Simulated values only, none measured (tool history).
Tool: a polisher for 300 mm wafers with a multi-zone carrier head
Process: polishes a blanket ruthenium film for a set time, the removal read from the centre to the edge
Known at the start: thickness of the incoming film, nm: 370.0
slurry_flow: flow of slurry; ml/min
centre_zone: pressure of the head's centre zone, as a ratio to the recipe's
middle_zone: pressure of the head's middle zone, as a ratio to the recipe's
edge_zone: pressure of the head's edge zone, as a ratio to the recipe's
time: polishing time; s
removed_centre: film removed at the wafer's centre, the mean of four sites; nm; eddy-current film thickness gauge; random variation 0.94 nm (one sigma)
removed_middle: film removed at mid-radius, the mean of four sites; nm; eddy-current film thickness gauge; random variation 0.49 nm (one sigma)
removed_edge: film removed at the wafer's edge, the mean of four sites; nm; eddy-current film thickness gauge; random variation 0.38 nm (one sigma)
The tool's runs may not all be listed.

run  hour  slurry_flow  centre_zone  middle_zone  edge_zone  time  removed_centre  removed_middle  removed_edge
  1   0.0          165         1.00         1.00       1.00    82          45.005          47.700        46.845
  2   6.2          150         1.00         1.00       1.00    82          43.795          46.087        46.198
  3   9.8          150         1.00         1.00       0.96    82          45.606          45.458        45.348
  4  15.0          150         1.00         1.04       0.96    82          44.894          47.729        45.035
  5  18.1          150         1.00         1.04       0.96    99          53.786          57.464        54.842
  6  24.3          160         1.03         1.03       0.96    99          54.963          56.760        55.280
  7  30.2          170         1.05         1.03       0.95   100          58.363          58.987        56.213

Forecast run 8:
  8  31.7          175         1.07         1.02       0.95   100               ?               ?             ?

removed_centre: 60.765 nm
removed_middle: 58.876 nm
removed_edge: 55.433 nm
